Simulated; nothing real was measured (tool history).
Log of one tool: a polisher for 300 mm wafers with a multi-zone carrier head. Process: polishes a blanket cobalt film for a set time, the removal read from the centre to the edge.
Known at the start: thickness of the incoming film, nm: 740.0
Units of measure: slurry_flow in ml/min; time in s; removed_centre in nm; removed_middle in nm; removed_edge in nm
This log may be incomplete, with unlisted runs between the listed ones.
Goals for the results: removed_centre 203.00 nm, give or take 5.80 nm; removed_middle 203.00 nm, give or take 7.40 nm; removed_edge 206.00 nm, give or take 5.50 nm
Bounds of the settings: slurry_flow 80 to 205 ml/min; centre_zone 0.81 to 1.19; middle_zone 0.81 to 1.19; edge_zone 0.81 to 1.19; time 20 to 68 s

Run 1, hour 0.0: slurry_flow 135 ml/min, centre_zone 1.00, middle_zone 1.00, edge_zone 1.00, time 44 s. Result: removed_centre 258.07 nm, removed_middle 256.72 nm, removed_edge 260.64 nm.
Run 2, hour 3.2: slurry_flow 135 ml/min, centre_zone 1.00, middle_zone 1.00, edge_zone 0.94, time 44 s. Result: removed_centre 258.41 nm, removed_middle 259.76 nm, removed_edge 253.58 nm.
Run 3, hour 11.5: slurry_flow 130 ml/min, centre_zone 0.99, middle_zone 0.98, edge_zone 0.92, time 43 s. Result: removed_centre 247.78 nm, removed_middle 252.17 nm, removed_edge 248.23 nm.
Run 4, hour 16.2: slurry_flow 125 ml/min, centre_zone 0.99, middle_zone 0.97, edge_zone 0.91, time 42 s. Result: removed_centre 239.81 nm, removed_middle 237.02 nm, removed_edge 236.76 nm.
Run 5, hour 21.8: slurry_flow 125 ml/min, centre_zone 1.07, middle_zone 0.97, edge_zone 0.91, time 42 s. Result: removed_centre 260.04 nm, removed_middle 237.37 nm, removed_edge 236.27 nm.
Run 6, hour 26.3: slurry_flow 125 ml/min, centre_zone 1.07, middle_zone 0.97, edge_zone 0.91, time 47 s. Result: removed_centre 289.00 nm, removed_middle 263.32 nm, removed_edge 267.82 nm.
Run 7, hour 33.6: slurry_flow 125 ml/min, centre_zone 1.05, middle_zone 0.96, edge_zone 0.90, time 45 s. Result: removed_centre 267.72 nm, removed_middle 251.10 nm, removed_edge 256.83 nm.
Run 8, hour 35.5: slurry_flow 120 ml/min, centre_zone 1.04, middle_zone 0.96, edge_zone 0.89, time 44 s. Result: removed_centre 259.21 nm, removed_middle 244.21 nm, removed_edge 250.06 nm.
Run 9, hour 38.7: slurry_flow 120 ml/min, centre_zone 1.04, middle_zone 0.96, edge_zone 0.89, time 44 s. Result: removed_centre 261.86 nm, removed_middle 242.84 nm, removed_edge 243.43 nm.
Run 10, hour 44.2: slurry_flow 115 ml/min, centre_zone 1.02, middle_zone 0.95, edge_zone 0.88, time 43 s. Result: removed_centre 242.74 nm, removed_middle 237.56 nm, removed_edge 236.73 nm.
Run 11, hour 44.8: slurry_flow 100 ml/min, centre_zone 1.00, middle_zone 0.89, edge_zone 0.83, time 37 s. Result: removed_centre 200.41 nm, removed_middle 186.79 nm, removed_edge 196.10 nm.
Run 12, hour 50.8: slurry_flow 105 ml/min, centre_zone 0.99, middle_zone 0.90, edge_zone 0.84, time 37 s. Result: removed_centre 198.65 nm, removed_middle 189.96 nm, removed_edge 199.85 nm.
Run 13, hour 56.1: slurry_flow 105 ml/min, centre_zone 0.99, middle_zone 0.90, edge_zone 0.84, time 37 s. Result: removed_centre 198.89 nm, removed_middle 188.98 nm, removed_edge 198.84 nm.
Run 14, hour 61.9: slurry_flow 110 ml/min, centre_zone 0.99, middle_zone 0.91, edge_zone 0.84, time 37 s. Result: removed_centre 203.28 nm, removed_middle 193.63 nm, removed_edge 201.00 nm.

Which of these 4 next moves meets every target?
Run A, hour 67.7: slurry_flow 105 ml/min, centre_zone 0.98, middle_zone 0.85, edge_zone 0.83, time 38 s. Result: removed_centre ?, removed_middle ?, removed_edge ?.
Run B, hour 67.7: slurry_flow 120 ml/min, centre_zone 0.94, middle_zone 0.81, edge_zone 0.84, time 39 s. Result: removed_centre ?, removed_middle ?, removed_edge ?.
Run C, hour 67.7: slurry_flow 115 ml/min, centre_zone 0.97, middle_zone 1.04, edge_zone 0.90, time 37 s. Result: removed_centre ?, removed_middle ?, removed_edge ?.
Run D, hour 67.7: slurry_flow 105 ml/min, centre_zone 0.96, middle_zone 0.93, edge_zone 0.81, time 39 s. Result: removed_centre ?, removed_middle ?, removed_edge ?.

move  removed_centre  removed_middle  removed_edge
   A          202.73          182.50        202.50
   B          207.88          186.37        213.75
   C          201.16          215.39        205.54
   D          204.10          201.81        205.92
A: lands further from the targets than the last run did
B: lands further from the targets than the last run did
C: carries the result that was furthest off beyond its target, to the other side
D: meets every target
The right move is D.
